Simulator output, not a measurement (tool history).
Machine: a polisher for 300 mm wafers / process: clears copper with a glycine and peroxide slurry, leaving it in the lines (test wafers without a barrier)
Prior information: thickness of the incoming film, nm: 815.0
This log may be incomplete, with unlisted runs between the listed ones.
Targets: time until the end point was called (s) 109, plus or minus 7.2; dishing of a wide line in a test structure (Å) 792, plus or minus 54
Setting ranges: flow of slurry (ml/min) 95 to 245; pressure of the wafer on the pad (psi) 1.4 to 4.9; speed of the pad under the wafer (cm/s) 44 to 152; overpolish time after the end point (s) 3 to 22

run  hour  flow of slurry (ml/min)  pressure of the wafer on the pad (psi)  speed of the pad under the wafer (cm/s)  overpolish time after the end point (s)  time until the end point was called (s)  dishing of a wide line in a test structure (Å)
  1     0                      155                                     3.1                                       98                                       11                                   132.53                                          445.76
  2   1.7                      155                                     3.2                                       98                                       12                                   133.47                                          497.03
  3   4.8                      155                                     3.3                                       98                                       12                                   129.12                                          504.63
  4  11.9                      155                                     3.3                                      120                                       12                                   118.49                                          530.75
  5    13                      155                                     3.3                                      142                                       12                                   106.66                                           591.1
  6  13.8                      155                                     3.3                                      142                                       14                                   107.99                                          688.76
  7  15.1                      155                                     3.3                                      142                                       15                                   105.22                                          718.55
  8  19.5                      155                                     3.2                                      140                                       16                                   111.69                                          728.47

Which single option among these 5 for the next run brings every result within its allowed miss of target? Just one does.
  A  23.9                      170                                     3.6                                      144                                       15                                        ?                                               ?
  B  23.9                      105                                       4                                      136                                       20                                        ?                                               ?
  C  23.9                      145                                     3.5                                      152                                       18                                        ?                                               ?
  D  23.9                      140                                     3.2                                      142                                       18                                        ?                                               ?
  E  23.9                      130                                     3.7                                      152                                       19                                        ?                                               ?

move  time until the end point was called (s)  dishing of a wide line in a test structure (Å)
   A                                    97.47                                           740.9
   B                                   98.323                                          923.08
   C                                   98.624                                          841.78
   D                                   111.59                                           762.6
   E                                   95.354                                          901.96
A: puts the biggest miss on target and leaves a different result outside tolerance
B: moves the result that the last run missed by most past its target, out the other side
C: puts the biggest miss on target and leaves a different result outside tolerance
D: every result within its allowed miss
E: moves the result that the last run missed by most past its target, out the other side
Correct choice: D, which meets every target
